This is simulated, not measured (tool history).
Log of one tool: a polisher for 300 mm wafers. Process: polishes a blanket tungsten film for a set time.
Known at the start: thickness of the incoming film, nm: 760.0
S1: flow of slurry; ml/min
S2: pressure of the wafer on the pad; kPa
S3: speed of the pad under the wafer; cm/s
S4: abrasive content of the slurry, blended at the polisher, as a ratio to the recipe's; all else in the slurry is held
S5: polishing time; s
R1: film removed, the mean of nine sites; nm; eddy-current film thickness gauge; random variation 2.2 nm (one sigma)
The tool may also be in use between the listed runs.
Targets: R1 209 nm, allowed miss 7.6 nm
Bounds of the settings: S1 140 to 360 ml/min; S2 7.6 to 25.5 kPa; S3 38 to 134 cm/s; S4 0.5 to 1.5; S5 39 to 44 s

run,hour,S1,S2,S3,S4,S5,R1
1,0,230,16.5,86,1,44,138.65
2,8.6,230,16.5,72,1,44,119.39
3,14.8,230,16.5,72,1,39,103.19
4,16.9,230,16.5,72,1,39,105.04
5,18.3,230,18.6,74,1,39,120.1
6,26.7,230,20,78,1,39,137.55
7,28.5,230,21.4,80,1,39,146.4
8,31.8,230,22.1,84,1,39,162.84
9,38.9,235,25.5,86,1,39,188.62

Which of these 4 next moves meets every target?
A,46,225,25.5,86,0.85,41,?
B,46,240,25.5,84,1,44,?
C,46,205,24.1,76,0.85,43,?
D,46,225,24.8,86,1.05,39,?

move,R1
A,189.74
B,209.76
C,165.62
D,186.57
A: nearer than the last run, and not there yet
B: meets every target
C: further off than the last run
D: further off than the last run
The right move is B.
